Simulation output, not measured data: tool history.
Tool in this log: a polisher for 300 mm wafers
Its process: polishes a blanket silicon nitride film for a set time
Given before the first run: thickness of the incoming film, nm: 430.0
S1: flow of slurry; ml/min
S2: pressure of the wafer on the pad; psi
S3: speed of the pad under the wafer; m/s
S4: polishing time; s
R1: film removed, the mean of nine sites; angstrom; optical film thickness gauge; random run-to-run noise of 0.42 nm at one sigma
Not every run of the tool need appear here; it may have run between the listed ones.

{"run": 1, "day": 0.0, "S1": 210, "S2": 3.4, "S3": 1.28, "S4": 40, "R1": 896.78}
{"run": 2, "day": 0.133, "S1": 200, "S2": 3.1, "S3": 1.28, "S4": 40, "R1": 811.17}
{"run": 3, "day": 0.304, "S1": 190, "S2": 3.0, "S3": 1.28, "S4": 40, "R1": 774.82}
{"run": 4, "day": 0.412, "S1": 190, "S2": 3.0, "S3": 1.5, "S4": 40, "R1": 849.17}
{"run": 5, "day": 0.604, "S1": 190, "S2": 3.0, "S3": 1.76, "S4": 40, "R1": 917.22}
{"run": 6, "day": 0.638, "S1": 190, "S2": 3.0, "S3": 1.76, "S4": 40, "R1": 921.32}
{"run": 7, "day": 0.846, "S1": 180, "S2": 2.7, "S3": 1.76, "S4": 40, "R1": 838.76}

For run 8, what comes out?
{"run": 8, "day": 1.0, "S1": 170, "S2": 2.5, "S3": 1.76, "S4": 40, "R1": "?"}

Run 8 yielded R1 771.77 angstrom.
